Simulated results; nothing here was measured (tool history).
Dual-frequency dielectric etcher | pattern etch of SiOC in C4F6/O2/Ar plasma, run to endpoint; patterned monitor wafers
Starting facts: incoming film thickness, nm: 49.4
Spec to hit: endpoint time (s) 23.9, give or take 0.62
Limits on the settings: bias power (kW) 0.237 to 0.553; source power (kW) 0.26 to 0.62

run   hour  bias power (kW)  source power (kW)  endpoint time (s)
  1      0            0.395               0.44             16.723
  2      7            0.395               0.38             17.759
  3    7.9            0.377               0.37             18.572
  4   16.2            0.377               0.42              17.49
  5   19.1            0.428               0.42             16.375
  6     24            0.407                0.4             17.387
  7   31.6            0.407                0.4             17.275
  8   38.6            0.328               0.31             21.861
  9   41.4            0.322               0.31              21.74
 10     45            0.315               0.31             21.937
 11   51.4            0.309               0.31             21.828
 12   59.5            0.302               0.31             22.467
 13     66            0.251                0.3             24.758
 14   74.2            0.253                0.3             24.621
 15   81.6            0.255                0.3              24.71
 16   83.4            0.287               0.31               22.9
 17     92            0.284               0.31             23.008
 18   98.7            0.284               0.31              23.14
 19  103.1            0.282               0.31              23.01
 20  104.2            0.279               0.31             23.254
 21  112.7            0.277               0.31             23.345

Exactly one of the 4 candidate moves below puts every result within its allowed miss. Which one?
  A  121.2            0.267               0.31                  ?
  B  121.2            0.296               0.31                  ?
  C  121.2            0.313               0.31                  ?
  D  121.2            0.276               0.36                  ?

move  endpoint time (s)
   A             23.989
   B             22.822
   C             22.221
   D             21.992
A: in spec on every target
B: misses by more than the last run did
C: misses by more than the last run did
D: misses by more than the last run did
Answer: A
